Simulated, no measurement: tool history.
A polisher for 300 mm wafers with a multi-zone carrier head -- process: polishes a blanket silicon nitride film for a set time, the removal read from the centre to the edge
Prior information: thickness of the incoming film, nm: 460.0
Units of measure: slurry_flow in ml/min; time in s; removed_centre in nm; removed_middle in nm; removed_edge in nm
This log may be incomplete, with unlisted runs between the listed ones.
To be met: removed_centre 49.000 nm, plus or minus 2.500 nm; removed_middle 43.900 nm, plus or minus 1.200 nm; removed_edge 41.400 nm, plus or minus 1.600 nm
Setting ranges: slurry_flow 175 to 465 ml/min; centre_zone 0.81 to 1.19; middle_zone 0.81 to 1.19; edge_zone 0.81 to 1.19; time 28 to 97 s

run  hour  slurry_flow  centre_zone  middle_zone  edge_zone  time  removed_centre  removed_middle  removed_edge
  1   0.0          295         1.00         1.00       1.00    62          64.821          66.011        62.394
  2   7.8          245         1.00         1.00       1.00    62          63.574          64.352        61.510
  3   9.3          245         1.00         1.00       1.00    76          80.705          78.760        75.115
  4  13.8          240         1.02         0.98       0.96    67          69.007          66.947        66.180
  5  20.6          270         1.07         0.99       0.98    58          63.436          59.728        58.484
  6  28.6          270         1.07         0.99       0.95    58          63.579          59.526        56.839
  7  32.5          280         1.08         0.98       0.93    53          59.415          54.806        52.341
  8  35.5          290         1.08         0.97       0.91    50          56.163          50.901        49.171
  9  41.9          300         1.08         0.97       0.89    48          52.942          49.062        45.791

Pick the move, out of 4, that brings all results within their allowed miss; only one does.
  A  48.3          305         1.10         0.88       0.87    43               ?               ?             ?
  B  48.3          290         0.91         1.02       0.95    45               ?               ?             ?
  C  48.3          290         1.17         1.05       0.81    40               ?               ?             ?
  D  48.3          375         1.05         0.92       0.83    44               ?               ?             ?

move  removed_centre  removed_middle  removed_edge
   A          50.305          40.942        41.192
   B          43.783          48.298        44.650
   C          49.443          43.952        36.908
   D          50.188          44.225        41.795
A: moves the result that the last run missed by most past its target, out the other side
B: closes in on the targets versus the last run, not all within tolerance yet
C: corrects the largest miss of the last run, while another result sits out of spec
D: every result lands within tolerance
D meets every target.
